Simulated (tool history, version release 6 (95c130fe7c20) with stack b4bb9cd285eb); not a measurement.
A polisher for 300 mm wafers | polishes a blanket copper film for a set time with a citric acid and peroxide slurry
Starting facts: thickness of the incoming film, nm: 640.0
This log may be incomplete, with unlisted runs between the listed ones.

| run | hour | flow of slurry (ml/min) | pressure of the wafer on the pad (psi) | speed of the pad under the wafer (m/s) | abrasive content of the slurry | polishing time (s) | film removed (angstrom) |
|---|---|---|---|---|---|---|---|
| 1 | 0 | 310 | 3 | 1.06 | 1 | 58 | 1191 |
| 2 | 5.3 | 310 | 3 | 1.06 | 1.15 | 58 | 1245.2 |
| 3 | 9.4 | 305 | 2.6 | 0.92 | 1.1 | 58 | 936.82 |
| 4 | 16.6 | 305 | 2.6 | 0.92 | 1.1 | 62 | 996.39 |
| 5 | 20.4 | 350 | 2.6 | 0.92 | 1.1 | 62 | 1013.3 |
| 6 | 27.8 | 320 | 2.6 | 0.92 | 1.1 | 62 | 998.63 |
| 7 | 28.6 | 320 | 2.3 | 0.8 | 1.1 | 62 | 779.19 |
| 8 | 37.5 | 320 | 2.1 | 0.74 | 1.1 | 62 | 661.62 |

Estimate the outcome of run 9 from the log above:
| 9 | 39.1 | 320 | 1.9 | 0.7 | 1.1 | 62 | ? |

{"run 9": {"film removed (angstrom)": 582.68}}
